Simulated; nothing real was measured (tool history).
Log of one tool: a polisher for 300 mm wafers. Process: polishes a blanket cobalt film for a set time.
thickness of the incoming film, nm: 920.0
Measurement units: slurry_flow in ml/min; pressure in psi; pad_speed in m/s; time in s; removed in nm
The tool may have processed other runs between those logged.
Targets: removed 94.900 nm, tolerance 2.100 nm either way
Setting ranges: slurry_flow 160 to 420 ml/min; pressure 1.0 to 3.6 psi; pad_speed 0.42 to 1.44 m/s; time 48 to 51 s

| run | hour | slurry_flow | pressure | pad_speed | time | removed |
|---|---|---|---|---|---|---|
| 1 | 0.0 | 270 | 2.3 | 0.92 | 48 | 198.210 |
| 2 | 1.8 | 265 | 2.0 | 0.88 | 48 | 166.060 |
| 3 | 4.1 | 210 | 2.0 | 0.88 | 48 | 160.410 |
| 4 | 11.3 | 210 | 2.5 | 0.88 | 48 | 199.520 |
| 5 | 17.6 | 210 | 2.5 | 1.00 | 48 | 224.600 |
|  | 22.8 | slurry nozzle cleaned |
| 6 | 22.8 | 210 | 2.9 | 1.00 | 48 | 273.480 |
| 7 | 30.2 | 200 | 2.4 | 0.96 | 48 | 217.030 |
| 8 | 32.0 | 190 | 1.8 | 0.70 | 48 | 119.330 |
| 9 | 39.2 | 190 | 1.7 | 0.70 | 48 | 112.370 |
| 10 | 45.2 | 185 | 1.6 | 0.70 | 48 | 105.570 |
| 11 | 51.9 | 180 | 1.5 | 0.70 | 48 | 98.774 |
| 12 | 60.8 | 170 | 1.4 | 0.70 | 48 | 91.542 |
| 13 | 66.1 | 175 | 1.4 | 0.70 | 48 | 92.440 |

Of the 4 settings listed for the next run, only one would bring every result within its allowed miss of target. Which one?
| A | 71.4 | 165 | 1.3 | 0.72 | 48 | ? |
| B | 71.4 | 160 | 1.1 | 0.84 | 49 | ? |
| C | 71.4 | 195 | 1.5 | 0.66 | 48 | ? |
| D | 71.4 | 230 | 1.5 | 0.58 | 50 | ? |

| move | removed |
|---|---|
| A | 88.754 |
| B | 89.258 |
| C | 96.290 |
| D | 90.750 |
A: further off than the last run
B: further off than the last run
C: every result within its allowed miss
D: further off than the last run
Correct choice: C, which meets every target

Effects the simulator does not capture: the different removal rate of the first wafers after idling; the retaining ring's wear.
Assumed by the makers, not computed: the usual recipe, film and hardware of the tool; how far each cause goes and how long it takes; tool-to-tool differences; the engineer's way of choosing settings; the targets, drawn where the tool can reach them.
